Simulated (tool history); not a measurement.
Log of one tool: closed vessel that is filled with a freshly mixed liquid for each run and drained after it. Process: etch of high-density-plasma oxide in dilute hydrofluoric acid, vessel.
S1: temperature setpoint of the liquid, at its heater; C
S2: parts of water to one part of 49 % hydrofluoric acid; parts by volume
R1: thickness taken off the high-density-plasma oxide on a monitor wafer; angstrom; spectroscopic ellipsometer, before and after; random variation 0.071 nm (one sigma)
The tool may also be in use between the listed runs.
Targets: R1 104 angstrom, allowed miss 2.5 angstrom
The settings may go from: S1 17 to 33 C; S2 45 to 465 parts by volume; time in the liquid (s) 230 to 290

{"run": 1, "hour": 0.0, "S1": 25, "S2": 255, "time in the liquid (s)": 290, "R1": 51.137}
{"run": 2, "hour": 3.3, "S1": 26, "S2": 245, "time in the liquid (s)": 290, "R1": 54.893}
{"run": 3, "hour": 9.7, "S1": 28, "S2": 245, "time in the liquid (s)": 290, "R1": 59.107}
{"run": 4, "hour": 16.6, "S1": 28.5, "S2": 235, "time in the liquid (s)": 290, "R1": 62.915}
{"run": 5, "hour": 22.1, "S1": 28.5, "S2": 235, "time in the liquid (s)": 290, "R1": 63.694}
{"run": 6, "hour": 28.9, "S1": 29, "S2": 230, "time in the liquid (s)": 290, "R1": 65.789}
{"run": 7, "hour": 35.3, "S1": 29.5, "S2": 225, "time in the liquid (s)": 290, "R1": 68.807}
{"run": 8, "hour": 43.3, "S1": 30, "S2": 220, "time in the liquid (s)": 290, "R1": 72.784}
{"run": 9, "hour": 47.8, "S1": 30.5, "S2": 215, "time in the liquid (s)": 290, "R1": 75.673}
{"run": 10, "hour": 55.9, "S1": 31, "S2": 210, "time in the liquid (s)": 290, "R1": 79.592}
{"run": 11, "hour": 57.5, "S1": 31, "S2": 205, "time in the liquid (s)": 290, "R1": 82.009}
{"run": 12, "hour": 61.6, "S1": 31, "S2": 200, "time in the liquid (s)": 290, "R1": 84.03}
{"run": 13, "hour": 69.2, "S1": 31, "S2": 195, "time in the liquid (s)": 290, "R1": 87.241}
{"run": 14, "hour": 75.5, "S1": 32, "S2": 185, "time in the liquid (s)": 290, "R1": 95.805}
{"run": 15, "hour": 83.4, "S1": 32, "S2": 185, "time in the liquid (s)": 290, "R1": 95.07}
{"run": 16, "hour": 87.7, "S1": 32.5, "S2": 180, "time in the liquid (s)": 290, "R1": 100.96}

Which of these 4 next moves meets every target?
{"run": "A", "hour": 92.0, "S1": 31, "S2": 175, "time in the liquid (s)": 285, "R1": "?"}
{"run": "B", "hour": 92.0, "S1": 32.5, "S2": 185, "time in the liquid (s)": 290, "R1": "?"}
{"run": "C", "hour": 92.0, "S1": 31, "S2": 160, "time in the liquid (s)": 270, "R1": "?"}
{"run": "D", "hour": 92.0, "S1": 30, "S2": 155, "time in the liquid (s)": 250, "R1": "?"}

move=A R1=96.871
move=B R1=96.744
move=C R1=102.45
move=D R1=95.226
A: further off than the last run
B: further off than the last run
C: meets every target
D: further off than the last run
Move C is the one to make.
